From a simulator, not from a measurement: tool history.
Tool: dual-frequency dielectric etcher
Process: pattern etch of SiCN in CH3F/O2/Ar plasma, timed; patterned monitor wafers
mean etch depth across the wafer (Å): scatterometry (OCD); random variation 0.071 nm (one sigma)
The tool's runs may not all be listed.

run,day,source power (W),bias power (W),etch time (s),mean etch depth across the wafer (Å)
1,0,510,100,42,175.44
2,0.096,600,100,42,186.67
3,0.308,600,107,42,189.82
4,0.558,600,98,42,184.16
5,0.862,560,97,42,178.85
6,1.083,520,97,42,174.75
7,1.312,490,96,42,170.88

Forecast run 8:
8,1.467,470,95,42,?

Run 8 gave mean etch depth across the wafer (Å) 167.49.

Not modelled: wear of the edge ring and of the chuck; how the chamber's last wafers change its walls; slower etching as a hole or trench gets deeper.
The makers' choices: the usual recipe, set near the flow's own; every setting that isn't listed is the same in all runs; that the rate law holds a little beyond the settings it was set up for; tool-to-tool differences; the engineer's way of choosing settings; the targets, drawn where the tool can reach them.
